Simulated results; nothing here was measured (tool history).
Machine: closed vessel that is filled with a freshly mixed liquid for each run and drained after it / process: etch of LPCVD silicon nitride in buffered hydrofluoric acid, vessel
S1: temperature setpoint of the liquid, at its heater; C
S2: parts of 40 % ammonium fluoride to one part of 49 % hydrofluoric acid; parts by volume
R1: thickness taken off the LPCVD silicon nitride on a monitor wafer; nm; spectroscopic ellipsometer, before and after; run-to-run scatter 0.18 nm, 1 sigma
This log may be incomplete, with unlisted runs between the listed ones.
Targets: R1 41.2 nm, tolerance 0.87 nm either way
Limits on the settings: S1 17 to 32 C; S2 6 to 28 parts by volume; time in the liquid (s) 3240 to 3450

Run 1, hour 0: S1 24 C, S2 17 parts by volume, time in the liquid (s) 3240. Result: R1 28.133 nm.
Run 2, hour 3.9: S1 25 C, S2 17 parts by volume, time in the liquid (s) 3240. Result: R1 29.884 nm.
Run 3, hour 7.6: S1 26 C, S2 17 parts by volume, time in the liquid (s) 3240. Result: R1 31.442 nm.
Run 4, hour 15.5: S1 24.5 C, S2 17 parts by volume, time in the liquid (s) 3240. Result: R1 28.793 nm.
Run 5, hour 19.2: S1 24.5 C, S2 19.5 parts by volume, time in the liquid (s) 3240. Result: R1 25.483 nm.
Run 6, hour 22.8: S1 27 C, S2 19.5 parts by volume, time in the liquid (s) 3240. Result: R1 28.964 nm.
Run 7, hour 29.2: S1 27.5 C, S2 19 parts by volume, time in the liquid (s) 3240. Result: R1 30.65 nm.
Run 8, hour 35.9: S1 28 C, S2 19 parts by volume, time in the liquid (s) 3240. Result: R1 31.304 nm.
Run 9, hour 42.2: S1 28.5 C, S2 19 parts by volume, time in the liquid (s) 3240. Result: R1 32.455 nm.
Run 10, hour 50.8: S1 29 C, S2 19 parts by volume, time in the liquid (s) 3240. Result: R1 32.752 nm.
Run 11, hour 57: S1 29.5 C, S2 19 parts by volume, time in the liquid (s) 3240. Result: R1 34.066 nm.
Run 12, hour 63.1: S1 30 C, S2 19 parts by volume, time in the liquid (s) 3240. Result: R1 34.63 nm.
Run 13, hour 68.9: S1 30.5 C, S2 19 parts by volume, time in the liquid (s) 3240. Result: R1 35.883 nm.
Run 14, hour 77.3: S1 31.5 C, S2 18.5 parts by volume, time in the liquid (s) 3240. Result: R1 38.683 nm.

Next run, 4 choices. One meets every target within its allowed miss, the rest don't. Which?
Run A, hour 85.7: S1 28.5 C, S2 16 parts by volume, time in the liquid (s) 3340. Result: R1 ?.
Run B, hour 85.7: S1 32 C, S2 19 parts by volume, time in the liquid (s) 3320. Result: R1 ?.
Run C, hour 85.7: S1 30.5 C, S2 18 parts by volume, time in the liquid (s) 3340. Result: R1 ?.
Run D, hour 85.7: S1 32 C, S2 18 parts by volume, time in the liquid (s) 3255. Result: R1 ?.

move      R1
   A  39.158
   B   39.43
   C  38.713
   D  40.759
A: closes in on the targets versus the last run, not all within tolerance yet
B: closes in on the targets versus the last run, not all within tolerance yet
C: just as far off the targets as the last run
D: hits every target within its allowed miss
Go with D: it meets all targets.

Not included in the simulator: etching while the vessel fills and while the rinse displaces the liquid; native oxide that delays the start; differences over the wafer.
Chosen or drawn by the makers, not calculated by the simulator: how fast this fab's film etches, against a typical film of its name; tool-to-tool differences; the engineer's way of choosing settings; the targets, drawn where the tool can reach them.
